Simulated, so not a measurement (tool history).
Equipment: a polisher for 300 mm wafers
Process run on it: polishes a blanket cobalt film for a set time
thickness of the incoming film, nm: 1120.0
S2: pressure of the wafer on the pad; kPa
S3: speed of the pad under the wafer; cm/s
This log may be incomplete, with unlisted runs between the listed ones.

run 1 hour=0.0 | flow_of_slurry_(ml/min)=185 S2=10.3 S3=98 polishing_time_(s)=27 | film_removed_(Å)=829.66
run 2 hour=4.9 | flow_of_slurry_(ml/min)=185 S2=11.7 S3=98 polishing_time_(s)=27 | film_removed_(Å)=918.21
run 3 hour=8.7 | flow_of_slurry_(ml/min)=185 S2=11.7 S3=78 polishing_time_(s)=27 | film_removed_(Å)=788.32
run 4 hour=9.4 | flow_of_slurry_(ml/min)=185 S2=13.8 S3=78 polishing_time_(s)=27 | film_removed_(Å)=899.86
run 5 hour=11.2 | flow_of_slurry_(ml/min)=185 S2=13.8 S3=90 polishing_time_(s)=27 | film_removed_(Å)=1000.00
run 6 hour=12.6 | flow_of_slurry_(ml/min)=185 S2=13.8 S3=92 polishing_time_(s)=27 | film_removed_(Å)=1032.20

What will run 7 give?
run 7 hour=19.6 | flow_of_slurry_(ml/min)=185 S2=13.8 S3=94 polishing_time_(s)=27 | film_removed_(Å)=?

film removed (Å): 1061.40
